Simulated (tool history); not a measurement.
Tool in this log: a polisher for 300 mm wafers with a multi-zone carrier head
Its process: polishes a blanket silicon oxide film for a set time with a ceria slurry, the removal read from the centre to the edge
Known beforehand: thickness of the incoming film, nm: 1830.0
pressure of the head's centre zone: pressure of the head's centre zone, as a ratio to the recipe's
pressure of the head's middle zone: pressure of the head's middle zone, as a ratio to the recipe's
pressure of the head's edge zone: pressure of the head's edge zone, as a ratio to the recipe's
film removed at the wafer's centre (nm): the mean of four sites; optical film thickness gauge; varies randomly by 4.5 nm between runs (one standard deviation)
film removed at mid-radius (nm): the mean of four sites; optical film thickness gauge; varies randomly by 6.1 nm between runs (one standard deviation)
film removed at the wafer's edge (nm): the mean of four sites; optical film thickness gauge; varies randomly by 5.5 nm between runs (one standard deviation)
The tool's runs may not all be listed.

| run | hour | flow of slurry (ml/min) | pressure of the head's centre zone | pressure of the head's middle zone | pressure of the head's edge zone | polishing time (s) | film removed at the wafer's centre (nm) | film removed at mid-radius (nm) | film removed at the wafer's edge (nm) |
|---|---|---|---|---|---|---|---|---|---|
| 1 | 0.0 | 175 | 1.00 | 1.00 | 1.00 | 68 | 334.29 | 326.09 | 338.64 |
| 2 | 1.7 | 200 | 1.00 | 1.00 | 1.00 | 68 | 339.70 | 339.18 | 337.40 |
| 3 | 6.4 | 195 | 1.00 | 1.01 | 1.01 | 71 | 357.38 | 366.06 | 353.95 |
| 4 | 7.0 | 215 | 1.00 | 1.01 | 1.01 | 71 | 360.15 | 362.74 | 363.78 |
| 5 | 7.6 | 220 | 1.00 | 1.01 | 1.03 | 72 | 364.50 | 367.36 | 369.48 |
| 6 | 15.2 | 220 | 1.00 | 1.01 | 1.05 | 74 | 383.71 | 382.50 | 376.94 |
| 7 | 16.1 | 220 | 0.98 | 1.00 | 1.05 | 76 | 374.39 | 392.06 | 386.26 |
| 8 | 22.4 | 220 | 0.98 | 0.99 | 1.06 | 78 | 399.83 | 388.33 | 404.74 |
| 9 | 30.0 | 220 | 0.97 | 0.99 | 1.07 | 79 | 392.06 | 392.43 | 416.22 |

Run 10, settings as shown, results not yet in. Your forecast:
| 10 | 33.8 | 220 | 0.97 | 1.00 | 1.08 | 80 | ? | ? | ? |

Run 10 measured film removed at the wafer's centre (nm) 394.15, film removed at mid-radius (nm) 406.49, film removed at the wafer's edge (nm) 419.57.
